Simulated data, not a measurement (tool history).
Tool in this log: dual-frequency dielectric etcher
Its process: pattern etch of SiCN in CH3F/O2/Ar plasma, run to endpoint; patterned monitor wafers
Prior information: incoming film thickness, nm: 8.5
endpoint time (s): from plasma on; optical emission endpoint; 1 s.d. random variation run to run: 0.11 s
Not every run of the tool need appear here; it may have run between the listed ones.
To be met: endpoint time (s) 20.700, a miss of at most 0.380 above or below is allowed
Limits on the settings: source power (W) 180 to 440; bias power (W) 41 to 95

| run | day | source power (W) | bias power (W) | endpoint time (s) |
|---|---|---|---|---|
| 1 | 0.000 | 310 | 68 | 24.931 |
| 2 | 0.075 | 260 | 68 | 26.929 |
| 3 | 0.317 | 260 | 61 | 27.528 |
| 4 | 0.667 | 290 | 63 | 26.295 |
| 5 | 0.783 | 260 | 63 | 27.194 |
| 6 | 1.142 | 290 | 66 | 25.780 |
| 7 | 1.442 | 320 | 67 | 24.535 |
| 8 | 1.729 | 340 | 68 | 23.865 |
| 9 | 1.929 | 360 | 69 | 23.292 |
| 10 | 2.175 | 360 | 69 | 23.208 |
| 11 | 2.388 | 370 | 70 | 22.823 |
| 12 | 2.667 | 380 | 71 | 22.591 |
| 13 | 2.817 | 390 | 72 | 22.028 |

Which one of the following 5 next-run settings gets every result inside its allowed miss? There is exactly one.
| A | 2.967 | 380 | 85 | ? |
| B | 2.967 | 420 | 69 | ? |
| C | 2.967 | 440 | 75 | ? |
| D | 2.967 | 440 | 86 | ? |
| E | 2.967 | 380 | 83 | ? |

| move | endpoint time (s) |
|---|---|
| A | 21.425 |
| B | 21.794 |
| C | 20.892 |
| D | 20.091 |
| E | 21.576 |
A: nearer than the last run, and not there yet
B: nearer than the last run, and not there yet
C: all results in spec
D: pushes the last run's worst result past its target
E: nearer than the last run, and not there yet
C is the move that brings every result within its allowed miss.
